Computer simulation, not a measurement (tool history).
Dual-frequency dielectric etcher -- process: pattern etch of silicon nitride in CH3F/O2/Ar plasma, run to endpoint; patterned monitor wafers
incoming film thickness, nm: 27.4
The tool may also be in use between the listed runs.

run 1 day=0.000 | source_power_(kW)=0.380 bias_power_(kW)=0.073 | endpoint_time_(s)=43.051
run 2 day=0.158 | source_power_(kW)=0.360 bias_power_(kW)=0.072 | endpoint_time_(s)=44.096
run 3 day=0.383 | source_power_(kW)=0.310 bias_power_(kW)=0.072 | endpoint_time_(s)=45.700
run 4 day=0.558 | source_power_(kW)=0.300 bias_power_(kW)=0.071 | endpoint_time_(s)=46.061
run 5 day=0.779 | source_power_(kW)=0.300 bias_power_(kW)=0.080 | endpoint_time_(s)=44.327
run 6 day=1.142 | source_power_(kW)=0.290 bias_power_(kW)=0.079 | endpoint_time_(s)=44.975
run 7 day=1.433 | source_power_(kW)=0.280 bias_power_(kW)=0.078 | endpoint_time_(s)=45.543

The next listed run, before its measurement:
run 8 day=1.458 | source_power_(kW)=0.270 bias_power_(kW)=0.077 | endpoint_time_(s)=?

Run 8 measured endpoint time (s) 46.237.
